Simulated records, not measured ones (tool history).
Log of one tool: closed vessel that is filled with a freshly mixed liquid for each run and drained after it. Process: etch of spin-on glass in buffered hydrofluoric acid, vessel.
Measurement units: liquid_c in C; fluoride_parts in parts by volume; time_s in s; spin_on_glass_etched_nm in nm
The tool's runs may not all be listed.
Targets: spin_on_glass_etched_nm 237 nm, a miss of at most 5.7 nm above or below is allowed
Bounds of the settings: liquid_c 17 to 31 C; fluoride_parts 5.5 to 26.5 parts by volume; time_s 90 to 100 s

run 1 hour=0 | liquid_c=23 fluoride_parts=16 time_s=90 | spin_on_glass_etched_nm=136.01
run 2 hour=2.6 | liquid_c=23 fluoride_parts=20.5 time_s=90 | spin_on_glass_etched_nm=108.24
run 3 hour=4.3 | liquid_c=24 fluoride_parts=19.5 time_s=90 | spin_on_glass_etched_nm=117.42
run 4 hour=9.6 | liquid_c=24 fluoride_parts=19.5 time_s=90 | spin_on_glass_etched_nm=117.35
run 5 hour=17.8 | liquid_c=27 fluoride_parts=19.5 time_s=90 | spin_on_glass_etched_nm=139.7
run 6 hour=23.7 | liquid_c=27 fluoride_parts=17.5 time_s=90 | spin_on_glass_etched_nm=152.63
run 7 hour=24.7 | liquid_c=27.5 fluoride_parts=17 time_s=90 | spin_on_glass_etched_nm=162.97
run 8 hour=32.1 | liquid_c=28 fluoride_parts=16.5 time_s=90 | spin_on_glass_etched_nm=172.96
run 9 hour=37 | liquid_c=31 fluoride_parts=13.5 time_s=90 | spin_on_glass_etched_nm=246.71

Exactly one of the 4 candidate moves below puts every result within its allowed miss. Which one?
run A hour=41.9 | liquid_c=31 fluoride_parts=15.5 time_s=100 | spin_on_glass_etched_nm=?
run B hour=41.9 | liquid_c=29 fluoride_parts=13.5 time_s=90 | spin_on_glass_etched_nm=?
run C hour=41.9 | liquid_c=31 fluoride_parts=14 time_s=95 | spin_on_glass_etched_nm=?
run D hour=41.9 | liquid_c=28.5 fluoride_parts=13 time_s=90 | spin_on_glass_etched_nm=?

move=A spin_on_glass_etched_nm=238.42
move=B spin_on_glass_etched_nm=221.32
move=C spin_on_glass_etched_nm=250.22
move=D spin_on_glass_etched_nm=223.69
A: each result inside its tolerance
B: the result that was furthest off in the last run now lies on the other side of its target
C: further off than the last run
D: the result that was furthest off in the last run now lies on the other side of its target
A meets every target.
